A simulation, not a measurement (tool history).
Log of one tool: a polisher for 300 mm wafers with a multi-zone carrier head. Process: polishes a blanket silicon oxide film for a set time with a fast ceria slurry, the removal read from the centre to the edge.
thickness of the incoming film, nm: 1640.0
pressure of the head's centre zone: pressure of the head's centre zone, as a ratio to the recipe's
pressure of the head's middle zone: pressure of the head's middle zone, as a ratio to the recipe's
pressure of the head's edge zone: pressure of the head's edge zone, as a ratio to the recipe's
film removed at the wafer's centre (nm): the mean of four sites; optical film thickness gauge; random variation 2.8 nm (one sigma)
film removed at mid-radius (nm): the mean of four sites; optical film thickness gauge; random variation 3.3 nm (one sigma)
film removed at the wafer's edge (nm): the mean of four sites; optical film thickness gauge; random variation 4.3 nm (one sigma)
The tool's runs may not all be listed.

| run | hour | flow of slurry (ml/min) | pressure of the head's centre zone | pressure of the head's middle zone | pressure of the head's edge zone | polishing time (s) | film removed at the wafer's centre (nm) | film removed at mid-radius (nm) | film removed at the wafer's edge (nm) |
|---|---|---|---|---|---|---|---|---|---|
| 1 | 0 | 125 | 1 | 1 | 1 | 38 | 539.09 | 540.62 | 547.08 |
| 2 | 1.6 | 120 | 0.99 | 0.98 | 1 | 36 | 512.58 | 511.79 | 511.91 |
| 3 | 9.5 | 115 | 0.98 | 0.96 | 1.03 | 34 | 469.46 | 475.96 | 484.93 |
| 4 | 17.6 | 110 | 0.98 | 0.94 | 1.05 | 32 | 434.97 | 431.48 | 469.31 |
| 5 | 26.4 | 105 | 0.98 | 0.92 | 1.05 | 30 | 402.37 | 391.41 | 427.96 |
| 6 | 35.3 | 105 | 0.98 | 0.92 | 1.01 | 30 | 401.03 | 398.74 | 419.72 |

Forecast run 7:
| 7 | 43.5 | 85 | 0.96 | 0.82 | 1.05 | 20 | ? | ? | ? |

{"run 7": {"film removed at the wafer's centre (nm)": 244.94, "film removed at mid-radius (nm)": 225.74, "film removed at the wafer's edge (nm)": 277.38}}
